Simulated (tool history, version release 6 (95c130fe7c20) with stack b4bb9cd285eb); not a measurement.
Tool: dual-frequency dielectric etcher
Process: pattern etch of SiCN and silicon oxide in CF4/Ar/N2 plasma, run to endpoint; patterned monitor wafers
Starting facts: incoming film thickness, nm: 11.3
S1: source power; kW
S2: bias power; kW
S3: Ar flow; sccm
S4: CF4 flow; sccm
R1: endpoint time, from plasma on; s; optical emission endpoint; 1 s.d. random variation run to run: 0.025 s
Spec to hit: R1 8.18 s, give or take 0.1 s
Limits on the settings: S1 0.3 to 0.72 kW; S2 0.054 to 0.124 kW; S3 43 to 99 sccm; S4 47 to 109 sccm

run  hour    S1     S2  S3  S4      R1
  1     0  0.51  0.089  71  78  9.6329
  2     9  0.53  0.089  71  78  9.2779
  3  12.6  0.44  0.089  71  78  11.398
  4  17.1  0.47  0.089  71  78  10.609
  5  25.3  0.47  0.089  71  86  10.514
  6  33.7  0.49  0.089  71  86  10.038
  7  34.8  0.51  0.089  71  86  9.6306
  8  40.9  0.53  0.089  71  86  9.2094

Below are 5 possible settings for the next run. Only one of them brings all results inside the allowed miss of their targets. Which is it?
  A    47  0.47  0.104  69  108   ?
  B    47  0.59  0.108  86   92   ?
  C    47  0.51  0.083  77   84   ?
  D    47  0.55  0.103  78   64   ?
  E    47  0.59  0.093  71   78   ?

move      R1
   A  9.6838
   B  7.8058
   C  9.9829
   D  8.7578
   E  8.1833
A: its largest miss is bigger than the last run's
B: carries the result that was furthest off beyond its target, to the other side
C: its largest miss is bigger than the last run's
D: better than the last run, though not everything is in spec
E: all results land within tolerance of their targets
E meets every target.
